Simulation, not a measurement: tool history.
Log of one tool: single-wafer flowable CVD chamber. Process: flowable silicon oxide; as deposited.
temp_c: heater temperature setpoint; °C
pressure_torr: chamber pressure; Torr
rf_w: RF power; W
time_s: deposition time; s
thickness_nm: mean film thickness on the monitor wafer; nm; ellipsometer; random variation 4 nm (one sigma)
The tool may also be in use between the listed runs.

| run | hour | temp_c | pressure_torr | rf_w | time_s | thickness_nm |
|---|---|---|---|---|---|---|
| 1 | 0.0 | 110 | 1.03 | 2435 | 784 | 502.65 |
| 2 | 0.5 | 110 | 1.18 | 2435 | 784 | 568.44 |
| 3 | 3.7 | 110 | 1.18 | 2745 | 784 | 571.96 |
| 4 | 6.4 | 110 | 1.18 | 2745 | 784 | 577.31 |
| 5 | 9.6 | 110 | 1.18 | 2745 | 808 | 593.04 |
| 6 | 14.0 | 109 | 1.18 | 2745 | 808 | 607.84 |

Forecast run 7:
| 7 | 23.0 | 108 | 1.18 | 2745 | 808 | ? |

Run 7 gave thickness_nm 631.59 nm.

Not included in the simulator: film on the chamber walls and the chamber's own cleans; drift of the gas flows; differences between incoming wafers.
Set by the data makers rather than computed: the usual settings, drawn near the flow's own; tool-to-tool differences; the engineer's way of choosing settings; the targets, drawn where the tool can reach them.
